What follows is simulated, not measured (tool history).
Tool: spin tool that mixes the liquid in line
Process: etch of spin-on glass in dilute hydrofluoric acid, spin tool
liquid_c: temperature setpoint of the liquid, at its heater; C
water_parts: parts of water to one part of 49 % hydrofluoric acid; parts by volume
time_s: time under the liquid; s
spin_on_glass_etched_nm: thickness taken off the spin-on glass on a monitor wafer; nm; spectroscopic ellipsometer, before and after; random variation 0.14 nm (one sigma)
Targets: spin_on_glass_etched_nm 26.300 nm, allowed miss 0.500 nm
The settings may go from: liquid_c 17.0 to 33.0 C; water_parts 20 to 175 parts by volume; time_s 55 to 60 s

run  hour  liquid_c  water_parts  time_s  spin_on_glass_etched_nm
  1   0.0      25.0           95      55                   33.666
  2   2.0      23.5           95      55                   31.585
  3   6.3      23.5          115      55                   25.598
  4  12.3      23.5          130      55                   22.397
  5  14.3      23.5          165      55                   16.757
  6  15.2      24.5          165      55                   17.287
  7  17.2      25.5          165      55                   18.081
  8  18.1      29.5          160      55                   21.488

Which of these 5 next moves meets every target?
  A  19.0      29.5          130      60                        ?
  B  19.0      27.5          165      55                        ?
  C  19.0      30.0          155      55                        ?
  D  19.0      32.5          175      60                        ?
  E  19.0      29.0          145      60                        ?

move  spin_on_glass_etched_nm
   A                   30.389
   B                   19.511
   C                   23.021
   D                   23.648
   E                   26.230
A: takes the result that was furthest off past its target
B: further off than the last run
C: nearer than the last run, and not there yet
D: nearer than the last run, and not there yet
E: meets every target
Move E is the one to make.

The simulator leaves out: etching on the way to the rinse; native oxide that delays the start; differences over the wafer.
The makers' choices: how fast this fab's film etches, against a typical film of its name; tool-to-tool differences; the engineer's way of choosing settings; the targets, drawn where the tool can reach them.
